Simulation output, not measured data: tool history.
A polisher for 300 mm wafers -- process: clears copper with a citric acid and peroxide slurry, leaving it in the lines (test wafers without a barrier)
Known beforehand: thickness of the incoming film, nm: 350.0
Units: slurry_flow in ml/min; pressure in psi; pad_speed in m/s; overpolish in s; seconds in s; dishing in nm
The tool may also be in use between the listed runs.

run	hour	slurry_flow	pressure	pad_speed	slurry_solids	overpolish	seconds	dishing
1	0.0	235	3.2	1.06	1.00	22	119.45	40.5400
2	5.5	230	2.6	0.92	0.95	17	165.66	24.5910
3	12.9	230	2.2	0.82	0.95	14	203.78	16.8240
4	16.0	230	1.4	0.82	0.95	14	266.71	12.6200
5	17.9	250	1.4	0.72	1.10	12	283.00	10.3850
6	26.9	285	1.4	0.68	1.25	10	295.52	8.1848
7	29.5	295	1.4	0.68	1.30	9	282.71	7.5995

What does the tool deliver on the next run?
8	30.2	305	1.5	0.64	1.35	7	?	?

{"run 8": {"seconds": 295.95, "dishing": 5.766}}
